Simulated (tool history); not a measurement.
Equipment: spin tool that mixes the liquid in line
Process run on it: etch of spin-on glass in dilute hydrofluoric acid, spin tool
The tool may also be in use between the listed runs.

run,day,temperature setpoint of the liquid (C),parts of water to one part of 49 % hydrofluoric acid (parts by volume),time under the liquid (s),thickness taken off the spin-on glass on a monitor wafer (Å)
1,0.000,25.0,150,80,220.95
2,0.196,25.0,150,80,220.76
3,0.529,25.0,150,85,235.67
4,0.588,26.5,145,85,257.94
5,0.854,28.0,140,85,284.35
6,1.121,29.0,140,85,295.31
7,1.296,30.0,140,85,304.73

The next listed run, before its measurement:
8,1.500,30.5,140,85,?

thickness taken off the spin-on glass on a monitor wafer (Å): 312.54
